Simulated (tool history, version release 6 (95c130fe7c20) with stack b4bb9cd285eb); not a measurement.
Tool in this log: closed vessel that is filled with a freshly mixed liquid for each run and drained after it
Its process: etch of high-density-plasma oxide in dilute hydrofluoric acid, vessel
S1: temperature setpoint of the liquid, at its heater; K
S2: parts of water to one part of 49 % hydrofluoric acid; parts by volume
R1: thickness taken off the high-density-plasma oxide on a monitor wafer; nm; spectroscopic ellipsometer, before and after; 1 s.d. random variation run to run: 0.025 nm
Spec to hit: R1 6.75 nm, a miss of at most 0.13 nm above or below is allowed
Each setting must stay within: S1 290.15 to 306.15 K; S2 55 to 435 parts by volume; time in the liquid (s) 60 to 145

Run 1, hour 0: S1 298.15 K, S2 245 parts by volume, time in the liquid (s) 145. Result: R1 2.2918 nm.
Run 2, hour 6.6: S1 299.15 K, S2 230 parts by volume, time in the liquid (s) 145. Result: R1 2.5936 nm.
Run 3, hour 8.7: S1 299.15 K, S2 285 parts by volume, time in the liquid (s) 145. Result: R1 1.955 nm.
Run 4, hour 10: S1 297.15 K, S2 285 parts by volume, time in the liquid (s) 145. Result: R1 1.8265 nm.
Run 5, hour 14.3: S1 297.15 K, S2 285 parts by volume, time in the liquid (s) 145. Result: R1 1.8186 nm.
At hour 18.4: hydrofluoric acid flow meter replaced.
Run 6, hour 18.4: S1 298.15 K, S2 265 parts by volume, time in the liquid (s) 145. Result: R1 2.4228 nm.
Run 7, hour 23.1: S1 299.15 K, S2 250 parts by volume, time in the liquid (s) 145. Result: R1 2.6908 nm.
Run 8, hour 24.2: S1 299.65 K, S2 245 parts by volume, time in the liquid (s) 145. Result: R1 2.8036 nm.
Run 9, hour 24.7: S1 300.15 K, S2 240 parts by volume, time in the liquid (s) 145. Result: R1 2.9342 nm.
Run 10, hour 25.9: S1 300.65 K, S2 235 parts by volume, time in the liquid (s) 145. Result: R1 3.0447 nm.
Run 11, hour 31.8: S1 301.15 K, S2 225 parts by volume, time in the liquid (s) 145. Result: R1 3.2953 nm.
Run 12, hour 39.2: S1 301.65 K, S2 215 parts by volume, time in the liquid (s) 145. Result: R1 3.5255 nm.
Run 13, hour 42.9: S1 302.15 K, S2 205 parts by volume, time in the liquid (s) 145. Result: R1 3.7929 nm.
Run 14, hour 47.9: S1 302.65 K, S2 200 parts by volume, time in the liquid (s) 145. Result: R1 4.0113 nm.
Run 15, hour 51.9: S1 303.15 K, S2 195 parts by volume, time in the liquid (s) 145. Result: R1 4.1958 nm.
Run 16, hour 58.5: S1 303.65 K, S2 190 parts by volume, time in the liquid (s) 145. Result: R1 4.4252 nm.
Run 17, hour 60.6: S1 304.15 K, S2 185 parts by volume, time in the liquid (s) 145. Result: R1 4.6666 nm.
Run 18, hour 68.3: S1 304.15 K, S2 180 parts by volume, time in the liquid (s) 145. Result: R1 4.8289 nm.

Which one of the following 5 next-run settings gets every result inside its allowed miss? There is exactly one.
Run A, hour 76: S1 304.15 K, S2 125 parts by volume, time in the liquid (s) 145. Result: R1 ?.
Run B, hour 76: S1 304.65 K, S2 165 parts by volume, time in the liquid (s) 145. Result: R1 ?.
Run C, hour 76: S1 305.65 K, S2 130 parts by volume, time in the liquid (s) 145. Result: R1 ?.
Run D, hour 76: S1 305.15 K, S2 170 parts by volume, time in the liquid (s) 145. Result: R1 ?.
Run E, hour 76: S1 306.15 K, S2 145 parts by volume, time in the liquid (s) 145. Result: R1 ?.

move      R1
   A  7.4671
   B  5.4543
   C   7.525
   D   5.351
   E  6.7222
A: takes the result that was furthest off past its target
B: closes in on the targets versus the last run, not all within tolerance yet
C: takes the result that was furthest off past its target
D: closes in on the targets versus the last run, not all within tolerance yet
E: every result lands within tolerance
Go with E: it meets all targets.
